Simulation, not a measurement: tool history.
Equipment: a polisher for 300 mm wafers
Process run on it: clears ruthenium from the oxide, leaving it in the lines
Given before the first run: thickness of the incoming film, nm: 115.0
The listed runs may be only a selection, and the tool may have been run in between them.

run  hour  flow of slurry (ml/min)  pressure of the wafer on the pad (psi)  speed of the pad under the wafer (cm/s)  overpolish time after the end point (s)  time until the end point was called (s)
  1     0                      290                                     2.2                                       80                                        6                                      106
  2   5.6                      290                                     2.3                                       80                                        6                                   100.43
  3  10.4                      290                                     2.1                                       80                                        6                                   111.15
  4  18.8                      290                                     2.2                                       80                                        6                                   108.05
  5  20.6                      290                                     2.2                                       80                                        6                                   105.87
  6  24.2                      320                                     2.2                                       80                                        6                                   104.17

What will run 7 give?
  7  26.6                      320                                     2.3                                       80                                        6                                        ?

time until the end point was called (s): 101.44

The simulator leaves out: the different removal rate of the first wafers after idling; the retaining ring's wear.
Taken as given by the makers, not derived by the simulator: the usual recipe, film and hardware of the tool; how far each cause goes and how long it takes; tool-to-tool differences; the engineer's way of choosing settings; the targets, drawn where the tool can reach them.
